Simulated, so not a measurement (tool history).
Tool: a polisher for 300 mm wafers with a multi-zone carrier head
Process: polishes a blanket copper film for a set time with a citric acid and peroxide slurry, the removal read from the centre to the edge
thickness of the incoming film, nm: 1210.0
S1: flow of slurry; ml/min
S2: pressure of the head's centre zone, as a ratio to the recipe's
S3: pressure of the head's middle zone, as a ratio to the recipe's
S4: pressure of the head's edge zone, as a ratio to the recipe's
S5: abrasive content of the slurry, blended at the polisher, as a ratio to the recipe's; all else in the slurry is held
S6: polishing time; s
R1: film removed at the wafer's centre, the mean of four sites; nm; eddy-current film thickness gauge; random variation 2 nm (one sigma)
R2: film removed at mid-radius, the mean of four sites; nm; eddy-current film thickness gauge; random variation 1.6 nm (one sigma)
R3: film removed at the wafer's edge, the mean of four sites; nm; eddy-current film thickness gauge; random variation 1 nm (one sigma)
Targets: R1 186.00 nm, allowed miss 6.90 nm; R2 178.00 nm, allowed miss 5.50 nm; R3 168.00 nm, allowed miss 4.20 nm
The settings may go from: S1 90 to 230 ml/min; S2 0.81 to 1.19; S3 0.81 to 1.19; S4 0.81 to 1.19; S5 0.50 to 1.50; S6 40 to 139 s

{"run": 1, "hour": 0.0, "S1": 150, "S2": 1.0, "S3": 1.0, "S4": 1.0, "S5": 1.0, "S6": 89, "R1": 252.85, "R2": 262.39, "R3": 253.53}
{"run": 2, "hour": 8.9, "S1": 115, "S2": 1.0, "S3": 1.0, "S4": 1.0, "S5": 1.0, "S6": 89, "R1": 242.78, "R2": 253.67, "R3": 245.44}
{"run": 3, "hour": 15.0, "S1": 115, "S2": 1.0, "S3": 1.0, "S4": 1.0, "S5": 1.0, "S6": 106, "R1": 289.46, "R2": 297.92, "R3": 290.18}
{"run": 4, "hour": 16.4, "S1": 115, "S2": 1.0, "S3": 1.03, "S4": 1.0, "S5": 1.0, "S6": 106, "R1": 290.42, "R2": 305.29, "R3": 292.71}
{"run": 5, "hour": 20.3, "S1": 115, "S2": 1.01, "S3": 1.01, "S4": 0.97, "S5": 0.9, "S6": 99, "R1": 266.26, "R2": 272.46, "R3": 265.14}
{"run": 6, "hour": 26.5, "S1": 115, "S2": 1.03, "S3": 1.02, "S4": 0.95, "S5": 0.85, "S6": 92, "R1": 247.19, "R2": 253.15, "R3": 237.19}
{"run": 7, "hour": 27.6, "S1": 115, "S2": 1.04, "S3": 1.01, "S4": 0.93, "S5": 0.8, "S6": 88, "R1": 235.33, "R2": 239.74, "R3": 225.16}
{"run": 8, "hour": 29.4, "S1": 115, "S2": 1.05, "S3": 1.0, "S4": 0.91, "S5": 0.75, "S6": 84, "R1": 223.69, "R2": 223.05, "R3": 211.15}
{"run": 9, "hour": 36.8, "S1": 115, "S2": 1.06, "S3": 1.0, "S4": 0.9, "S5": 0.7, "S6": 81, "R1": 212.43, "R2": 214.37, "R3": 199.56}
{"run": 10, "hour": 44.5, "S1": 115, "S2": 1.07, "S3": 0.99, "S4": 0.89, "S5": 0.65, "S6": 79, "R1": 207.58, "R2": 202.3, "R3": 190.83}
{"run": 11, "hour": 46.4, "S1": 115, "S2": 1.07, "S3": 0.99, "S4": 0.88, "S5": 0.6, "S6": 78, "R1": 200.51, "R2": 198.99, "R3": 185.28}
{"run": 12, "hour": 52.2, "S1": 115, "S2": 1.07, "S3": 0.98, "S4": 0.87, "S5": 0.6, "S6": 77, "R1": 201.49, "R2": 197.66, "R3": 182.58}
{"run": 13, "hour": 55.1, "S1": 110, "S2": 1.07, "S3": 0.97, "S4": 0.86, "S5": 0.6, "S6": 77, "R1": 200.73, "R2": 192.22, "R3": 181.52}
{"run": 14, "hour": 63.8, "S1": 110, "S2": 1.07, "S3": 0.97, "S4": 0.85, "S5": 0.6, "S6": 76, "R1": 200.03, "R2": 189.38, "R3": 176.08}

4 next moves are on the table. One of them brings every result within its allowed miss. Which?
{"run": "A", "hour": 72.5, "S1": 135, "S2": 1.1, "S3": 1.01, "S4": 0.87, "S5": 0.85, "S6": 61, "R1": "?", "R2": "?", "R3": "?"}
{"run": "B", "hour": 72.5, "S1": 95, "S2": 1.09, "S3": 0.97, "S4": 0.85, "S5": 0.6, "S6": 74, "R1": "?", "R2": "?", "R3": "?"}
{"run": "C", "hour": 72.5, "S1": 100, "S2": 1.07, "S3": 0.82, "S4": 0.92, "S5": 0.55, "S6": 78, "R1": "?", "R2": "?", "R3": "?"}
{"run": "D", "hour": 72.5, "S1": 90, "S2": 1.14, "S3": 0.86, "S4": 0.91, "S5": 0.6, "S6": 79, "R1": "?", "R2": "?", "R3": "?"}

move=A R1=179.67 R2=173.71 R3=157.77
move=B R1=186.44 R2=179.24 R3=169.23
move=C R1=193.67 R2=171.48 R3=182.84
move=D R1=202.44 R2=176.23 R3=183.80
A: brings the result that was furthest off to its target, and leaves another outside
B: meets every target
C: takes the result that was furthest off past its target
D: brings the result that was furthest off to its target, and leaves another outside
Answer: B

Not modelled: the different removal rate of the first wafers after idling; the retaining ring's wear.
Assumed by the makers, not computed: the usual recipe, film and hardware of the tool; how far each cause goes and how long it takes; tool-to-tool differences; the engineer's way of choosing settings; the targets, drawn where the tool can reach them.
